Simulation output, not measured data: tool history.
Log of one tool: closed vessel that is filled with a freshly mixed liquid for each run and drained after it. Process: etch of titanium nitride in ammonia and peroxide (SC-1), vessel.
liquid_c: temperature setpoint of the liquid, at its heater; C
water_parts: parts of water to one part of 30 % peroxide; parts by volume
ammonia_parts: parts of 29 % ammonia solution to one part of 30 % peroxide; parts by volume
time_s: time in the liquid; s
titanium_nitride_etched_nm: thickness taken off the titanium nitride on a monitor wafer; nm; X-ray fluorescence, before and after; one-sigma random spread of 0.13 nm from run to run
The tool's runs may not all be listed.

Run 1, day 0: liquid_c 58 C, water_parts 11.5 parts by volume, ammonia_parts 0.9 parts by volume, time_s 380 s. Result: titanium_nitride_etched_nm 30.282 nm.
Run 2, day 0.1: liquid_c 56.5 C, water_parts 11.5 parts by volume, ammonia_parts 0.9 parts by volume, time_s 380 s. Result: titanium_nitride_etched_nm 27.325 nm.
Run 3, day 0.454: liquid_c 55.5 C, water_parts 11.5 parts by volume, ammonia_parts 0.9 parts by volume, time_s 380 s. Result: titanium_nitride_etched_nm 25.081 nm.
Run 4, day 0.696: liquid_c 61 C, water_parts 11.5 parts by volume, ammonia_parts 0.9 parts by volume, time_s 380 s. Result: titanium_nitride_etched_nm 36.397 nm.
Run 5, day 0.771: liquid_c 61 C, water_parts 11.5 parts by volume, ammonia_parts 1.05 parts by volume, time_s 380 s. Result: titanium_nitride_etched_nm 37.276 nm.
Run 6, day 1.125: liquid_c 58.5 C, water_parts 11.5 parts by volume, ammonia_parts 1.05 parts by volume, time_s 380 s. Result: titanium_nitride_etched_nm 31.612 nm.
Run 7, day 1.196: liquid_c 56.5 C, water_parts 11.5 parts by volume, ammonia_parts 1.05 parts by volume, time_s 380 s. Result: titanium_nitride_etched_nm 27.788 nm.

What does the tool deliver on the next run?
Run 8, day 1.383: liquid_c 55 C, water_parts 11.5 parts by volume, ammonia_parts 1.05 parts by volume, time_s 380 s. Result: titanium_nitride_etched_nm ?.

Run 8 came out at titanium_nitride_etched_nm 25.216 nm.
